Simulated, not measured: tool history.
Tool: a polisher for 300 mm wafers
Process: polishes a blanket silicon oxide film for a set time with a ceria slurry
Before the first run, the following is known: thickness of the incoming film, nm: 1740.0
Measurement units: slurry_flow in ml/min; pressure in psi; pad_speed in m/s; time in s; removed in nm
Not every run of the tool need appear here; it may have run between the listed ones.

{"run": 1, "hour": 0.0, "slurry_flow": 160, "pressure": 2.7, "pad_speed": 0.9, "time": 53, "removed": 183.54}
{"run": 2, "hour": 7.5, "slurry_flow": 160, "pressure": 2.7, "pad_speed": 0.74, "time": 53, "removed": 152.44}
{"run": 3, "hour": 11.9, "slurry_flow": 160, "pressure": 2.9, "pad_speed": 0.76, "time": 53, "removed": 166.45}
{"run": 4, "hour": 14.9, "slurry_flow": 160, "pressure": 2.9, "pad_speed": 0.54, "time": 53, "removed": 121.77}
{"run": 5, "hour": 20.8, "slurry_flow": 160, "pressure": 2.9, "pad_speed": 0.7, "time": 53, "removed": 156.31}
{"run": 6, "hour": 28.0, "slurry_flow": 160, "pressure": 3.3, "pad_speed": 0.7, "time": 53, "removed": 172.55}
{"hour": 31.7, "done": "head pressure recalibrated"}
{"run": 7, "hour": 31.7, "slurry_flow": 160, "pressure": 3.4, "pad_speed": 0.74, "time": 53, "removed": 201.35}
{"run": 8, "hour": 34.7, "slurry_flow": 160, "pressure": 3.5, "pad_speed": 0.76, "time": 53, "removed": 210.65}
{"run": 9, "hour": 43.2, "slurry_flow": 160, "pressure": 3.6, "pad_speed": 0.78, "time": 53, "removed": 217.66}

The next listed run, before its measurement:
{"run": 10, "hour": 52.2, "slurry_flow": 160, "pressure": 3.6, "pad_speed": 0.78, "time": 53, "removed": "?"}

{"run 10": {"removed": 218.82}}
